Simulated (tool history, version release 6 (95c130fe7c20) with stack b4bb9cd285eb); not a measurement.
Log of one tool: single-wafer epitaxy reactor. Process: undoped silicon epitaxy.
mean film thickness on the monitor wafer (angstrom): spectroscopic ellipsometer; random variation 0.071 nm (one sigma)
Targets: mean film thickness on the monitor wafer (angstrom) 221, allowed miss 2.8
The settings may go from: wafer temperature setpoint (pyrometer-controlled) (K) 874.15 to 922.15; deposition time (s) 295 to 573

run	day	wafer temperature setpoint (pyrometer-controlled) (K)	deposition time (s)	mean film thickness on the monitor wafer (angstrom)
1	0	898.15	434	399
2	0.379	890.15	434	342.07
3	0.671	887.15	424	311.44
4	1.033	887.15	453	334.47
5	1.304	887.15	409	300.11
6	1.633	885.15	406	288.62
7	1.954	883.15	402	273.4
8	2.062	881.15	400	259.89
9	2.438	880.15	399	253.72
10	2.621	879.15	398	248.55

5 next moves are on the table. One of them brings every result within its allowed miss. Which?
A	2.804	879.15	342	?
B	2.804	876.15	376	?
C	2.804	875.15	373	?
D	2.804	874.15	386	?
E	2.804	875.15	364	?

move	mean film thickness on the monitor wafer (angstrom)
A	212.27
B	219.06
C	212.76
D	215.55
E	207.62
A: takes the result that was furthest off past its target
B: meets every target
C: takes the result that was furthest off past its target
D: takes the result that was furthest off past its target
E: takes the result that was furthest off past its target
Move B is the one to make.
